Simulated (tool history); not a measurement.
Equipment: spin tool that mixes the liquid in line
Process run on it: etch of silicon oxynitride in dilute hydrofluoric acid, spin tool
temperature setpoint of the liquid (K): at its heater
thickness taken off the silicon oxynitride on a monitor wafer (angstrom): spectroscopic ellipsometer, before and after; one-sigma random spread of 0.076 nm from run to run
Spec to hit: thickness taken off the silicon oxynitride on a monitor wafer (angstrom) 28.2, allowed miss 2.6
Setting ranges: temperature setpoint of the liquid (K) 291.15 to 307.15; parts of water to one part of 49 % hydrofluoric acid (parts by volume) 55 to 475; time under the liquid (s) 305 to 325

run,hour,temperature setpoint of the liquid (K),parts of water to one part of 49 % hydrofluoric acid (parts by volume),time under the liquid (s),thickness taken off the silicon oxynitride on a monitor wafer (angstrom)
1,0,299.15,265,305,16.381
2,4.3,299.15,230,305,19.467
3,11.2,299.15,230,305,20.238
4,18.5,300.15,220,305,20.324
5,25.5,300.15,295,305,14.837
6,31.7,300.15,265,310,17.392
7,37.8,300.15,240,310,19.694
8,43.7,300.15,225,310,20.081
9,45.8,300.15,205,310,23.771

Exactly one of the 4 candidate moves below puts every result within its allowed miss. Which one?
A,47.9,299.65,225,310,?
B,47.9,301.15,230,310,?
C,47.9,301.65,235,315,?
D,47.9,300.65,190,325,?

move,thickness taken off the silicon oxynitride on a monitor wafer (angstrom)
A,20.76
B,21.557
C,21.802
D,27.688
A: moves away from the targets compared with the last run
B: moves away from the targets compared with the last run
C: moves away from the targets compared with the last run
D: meets every target
Move D is the one to make.

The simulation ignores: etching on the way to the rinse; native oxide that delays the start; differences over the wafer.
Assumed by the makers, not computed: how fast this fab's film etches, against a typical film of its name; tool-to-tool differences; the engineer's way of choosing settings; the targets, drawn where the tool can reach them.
